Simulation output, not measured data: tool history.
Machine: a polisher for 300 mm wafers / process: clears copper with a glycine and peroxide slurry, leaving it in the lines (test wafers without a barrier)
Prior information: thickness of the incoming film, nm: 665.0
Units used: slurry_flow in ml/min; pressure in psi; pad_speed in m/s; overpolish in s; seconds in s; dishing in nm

Run 1, hour 0.0: slurry_flow 150 ml/min, pressure 3.2 psi, pad_speed 0.78 m/s, overpolish 13 s. Result: seconds 128.130 s, dishing 44.881 nm.
Run 2, hour 5.8: slurry_flow 160 ml/min, pressure 3.7 psi, pad_speed 0.78 m/s, overpolish 13 s. Result: seconds 114.980 s, dishing 52.793 nm.
Run 3, hour 9.3: slurry_flow 160 ml/min, pressure 3.2 psi, pad_speed 0.78 m/s, overpolish 13 s. Result: seconds 128.450 s, dishing 46.261 nm.
Run 4, hour 11.8: slurry_flow 160 ml/min, pressure 3.2 psi, pad_speed 0.78 m/s, overpolish 16 s. Result: seconds 128.130 s, dishing 53.592 nm.
Run 5, hour 13.4: slurry_flow 160 ml/min, pressure 3.2 psi, pad_speed 0.94 m/s, overpolish 16 s. Result: seconds 109.010 s, dishing 60.525 nm.
Run 6, hour 19.6: slurry_flow 165 ml/min, pressure 3.6 psi, pad_speed 0.94 m/s, overpolish 15 s. Result: seconds 99.249 s, dishing 61.225 nm.
Run 7, hour 26.1: slurry_flow 165 ml/min, pressure 3.9 psi, pad_speed 0.94 m/s, overpolish 15 s. Result: seconds 93.012 s, dishing 67.671 nm.
Run 8, hour 29.2: slurry_flow 170 ml/min, pressure 4.1 psi, pad_speed 0.94 m/s, overpolish 15 s. Result: seconds 88.043 s, dishing 66.198 nm.

The next listed run, before its measurement:
Run 9, hour 34.1: slurry_flow 175 ml/min, pressure 4.2 psi, pad_speed 0.94 m/s, overpolish 15 s. Result: seconds ?, dishing ?.

Run 9 measured seconds 85.324 s, dishing 68.678 nm.
